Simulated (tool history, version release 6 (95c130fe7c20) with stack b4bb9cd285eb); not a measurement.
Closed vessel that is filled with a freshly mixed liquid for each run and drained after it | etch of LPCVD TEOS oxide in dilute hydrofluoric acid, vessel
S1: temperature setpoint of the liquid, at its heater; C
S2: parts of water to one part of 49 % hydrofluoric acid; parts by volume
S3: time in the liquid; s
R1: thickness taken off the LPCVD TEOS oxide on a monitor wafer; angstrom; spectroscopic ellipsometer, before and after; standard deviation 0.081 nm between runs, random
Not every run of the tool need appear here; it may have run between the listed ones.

run 1 hour=0.0 | S1=21.0 S2=80 S3=30 | R1=113.48
run 2 hour=3.3 | S1=21.0 S2=80 S3=30 | R1=114.44
run 3 hour=4.8 | S1=23.5 S2=75 S3=30 | R1=134.62
run 4 hour=7.2 | S1=23.5 S2=55 S3=30 | R1=188.88
run 5 hour=15.5 | S1=23.5 S2=55 S3=30 | R1=190.36
run 6 hour=18.5 | S1=23.5 S2=40 S3=30 | R1=262.87
run 7 hour=25.7 | S1=22.0 S2=40 S3=30 | R1=250.02
run 8 hour=34.1 | S1=21.0 S2=40 S3=30 | R1=238.82

For run 9, what comes out?
run 9 hour=36.2 | S1=20.0 S2=40 S3=30 | R1=?

{"run 9": {"R1": 229.15}}
